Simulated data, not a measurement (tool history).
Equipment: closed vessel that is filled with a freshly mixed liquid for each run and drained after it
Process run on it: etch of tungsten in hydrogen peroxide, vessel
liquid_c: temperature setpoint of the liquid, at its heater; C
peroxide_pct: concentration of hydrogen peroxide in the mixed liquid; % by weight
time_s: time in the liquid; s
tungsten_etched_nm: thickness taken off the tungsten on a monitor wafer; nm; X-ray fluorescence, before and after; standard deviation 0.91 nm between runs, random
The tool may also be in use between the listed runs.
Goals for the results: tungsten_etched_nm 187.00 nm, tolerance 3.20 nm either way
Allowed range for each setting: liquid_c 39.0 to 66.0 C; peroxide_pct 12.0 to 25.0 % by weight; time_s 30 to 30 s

run    day  liquid_c  peroxide_pct  time_s  tungsten_etched_nm
  1  0.000      55.0          17.0      30              110.11
  2  0.333      60.0          17.0      30              147.27
  3  0.625      60.0          15.5      30              140.43
  4  1.008      61.5          15.5      30              152.17
  5  1.367      58.0          15.5      30              126.25
  6  1.608      58.0          17.0      30              131.20
  7  1.758      60.0          17.0      30              148.03
  8  1.821      64.5          17.0      30              190.98

Consider the 5 candidate settings below. Which is the only one whose results all fall within their allowed miss of target?
  A  1.883      62.0          24.5      30                   ?
  B  1.883      62.0          20.0      30                   ?
  C  1.883      64.5          17.5      30                   ?
  D  1.883      66.0          15.0      30                   ?
  E  1.883      64.0          17.5      30                   ?

move  tungsten_etched_nm
   A              197.07
   B              178.05
   C              191.77
   D              193.03
   E              186.47
A: moves away from the targets compared with the last run
B: takes the result that was furthest off past its target
C: moves away from the targets compared with the last run
D: moves away from the targets compared with the last run
E: all results land within tolerance of their targets
Go with E: it meets all targets.
